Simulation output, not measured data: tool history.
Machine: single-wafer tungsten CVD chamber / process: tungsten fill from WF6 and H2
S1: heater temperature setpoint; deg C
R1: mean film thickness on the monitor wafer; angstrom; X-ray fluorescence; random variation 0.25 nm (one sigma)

{"run": 1, "day": 0.0, "S1": 390, "chamber pressure (mTorr)": 53200, "deposition time (s)": 19.4, "R1": 565.91}
{"run": 2, "day": 0.042, "S1": 390, "chamber pressure (mTorr)": 53200, "deposition time (s)": 19.4, "R1": 564.31}
{"run": 3, "day": 0.412, "S1": 390, "chamber pressure (mTorr)": 53200, "deposition time (s)": 19.4, "R1": 569.55}
{"run": 4, "day": 0.475, "S1": 388, "chamber pressure (mTorr)": 53000, "deposition time (s)": 19.4, "R1": 553.17}
{"run": 5, "day": 0.583, "S1": 388, "chamber pressure (mTorr)": 53000, "deposition time (s)": 19.4, "R1": 548.34}
{"run": 6, "day": 0.858, "S1": 387, "chamber pressure (mTorr)": 52900, "deposition time (s)": 19.4, "R1": 531.12}

Forecast run 7:
{"run": 7, "day": 1.046, "S1": 386, "chamber pressure (mTorr)": 52800, "deposition time (s)": 19.4, "R1": "?"}

Run 7 yielded R1 528.66 angstrom.

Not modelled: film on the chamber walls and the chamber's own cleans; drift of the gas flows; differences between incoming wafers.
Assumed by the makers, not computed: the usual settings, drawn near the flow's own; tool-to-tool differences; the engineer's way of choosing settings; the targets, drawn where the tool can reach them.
